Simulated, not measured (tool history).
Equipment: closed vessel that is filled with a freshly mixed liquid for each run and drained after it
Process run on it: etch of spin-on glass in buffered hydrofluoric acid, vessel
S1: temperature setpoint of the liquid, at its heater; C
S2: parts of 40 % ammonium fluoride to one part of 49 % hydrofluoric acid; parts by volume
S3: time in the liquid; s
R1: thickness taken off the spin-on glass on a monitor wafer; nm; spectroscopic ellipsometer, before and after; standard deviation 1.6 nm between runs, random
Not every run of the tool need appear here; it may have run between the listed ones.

| run | hour | S1 | S2 | S3 | R1 |
|---|---|---|---|---|---|
| 1 | 0.0 | 24.0 | 19.5 | 105 | 189.98 |
| 2 | 0.9 | 23.5 | 19.5 | 105 | 188.08 |
| 3 | 5.5 | 23.5 | 15.0 | 105 | 247.50 |
| 4 | 14.1 | 23.5 | 10.5 | 105 | 348.62 |
| 5 | 19.8 | 25.5 | 10.5 | 105 | 388.60 |
| 6 | 27.1 | 23.0 | 10.5 | 105 | 338.19 |
| 7 | 32.7 | 21.5 | 12.0 | 105 | 278.98 |
| 8 | 33.8 | 20.5 | 13.0 | 105 | 237.87 |

For run 9, what comes out?
| 9 | 41.6 | 19.5 | 13.5 | 105 | ? |

Run 9 gave R1 217.21 nm.

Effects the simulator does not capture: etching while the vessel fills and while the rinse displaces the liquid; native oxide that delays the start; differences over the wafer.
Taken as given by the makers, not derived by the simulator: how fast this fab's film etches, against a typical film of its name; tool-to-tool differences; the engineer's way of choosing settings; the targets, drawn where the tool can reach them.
